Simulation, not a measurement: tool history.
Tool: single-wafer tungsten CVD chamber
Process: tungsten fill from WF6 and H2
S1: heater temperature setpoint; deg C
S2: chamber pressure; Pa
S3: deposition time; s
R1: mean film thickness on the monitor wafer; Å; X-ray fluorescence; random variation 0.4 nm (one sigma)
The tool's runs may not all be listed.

Run 1, hour 0.0: S1 390 deg C, S2 4320 Pa, S3 38.6 s. Result: R1 951.58 Å.
Run 2, hour 1.4: S1 390 deg C, S2 4320 Pa, S3 39.8 s. Result: R1 985.45 Å.
Run 3, hour 5.2: S1 395 deg C, S2 4333 Pa, S3 39.8 s. Result: R1 1084.60 Å.
Run 4, hour 9.3: S1 400 deg C, S2 4333 Pa, S3 39.8 s. Result: R1 1202.50 Å.
Run 5, hour 12.2: S1 400 deg C, S2 3906 Pa, S3 39.8 s. Result: R1 1148.00 Å.
Run 6, hour 17.4: S1 403 deg C, S2 3906 Pa, S3 39.8 s. Result: R1 1222.10 Å.
Run 7, hour 25.6: S1 405 deg C, S2 3906 Pa, S3 39.8 s. Result: R1 1261.90 Å.

Run 8 comes next. What will it give?
Run 8, hour 32.6: S1 407 deg C, S2 3906 Pa, S3 39.8 s. Result: R1 ?.

{"run 8": {"R1": 1304.7}}
